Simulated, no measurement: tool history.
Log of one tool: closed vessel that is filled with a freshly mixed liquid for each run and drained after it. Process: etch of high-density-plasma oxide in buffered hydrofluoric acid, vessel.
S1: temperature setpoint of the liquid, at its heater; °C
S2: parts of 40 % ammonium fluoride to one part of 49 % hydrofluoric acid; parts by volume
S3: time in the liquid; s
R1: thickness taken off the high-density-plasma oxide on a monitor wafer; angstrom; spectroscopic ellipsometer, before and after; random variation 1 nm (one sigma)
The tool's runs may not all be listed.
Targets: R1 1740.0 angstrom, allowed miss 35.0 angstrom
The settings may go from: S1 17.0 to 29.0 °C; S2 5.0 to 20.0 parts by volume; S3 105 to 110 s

run	day	S1	S2	S3	R1
1	0.000	21.0	12.0	105	1141.0
2	0.371	23.0	12.0	105	1276.2
3	0.738	21.5	12.0	105	1173.1
4	1.004	23.0	12.0	105	1269.9
5	1.308	24.0	12.0	105	1350.4
6	1.662	24.0	12.0	105	1357.6
7	1.908	24.0	12.0	105	1347.8
8	2.096	24.0	12.0	105	1355.5
9	2.450	25.0	12.0	105	1403.4
10	2.571	25.5	12.0	105	1457.1
11	2.950	26.0	12.0	105	1487.3
12	3.317	26.5	12.0	105	1520.9
13	3.400	27.0	12.0	105	1575.3

Which of these 5 next moves meets every target?
A	3.483	26.5	10.5	110	?
B	3.483	26.5	10.5	105	?
C	3.483	26.5	11.0	105	?
D	3.483	27.0	12.5	110	?
E	3.483	25.5	13.0	105	?

move	R1
A	1830.6
B	1747.4
C	1670.0
D	1586.2
E	1344.2
A: takes the result that was furthest off past its target
B: meets every target
C: nearer than the last run, and not there yet
D: nearer than the last run, and not there yet
E: further off than the last run
Answer: B
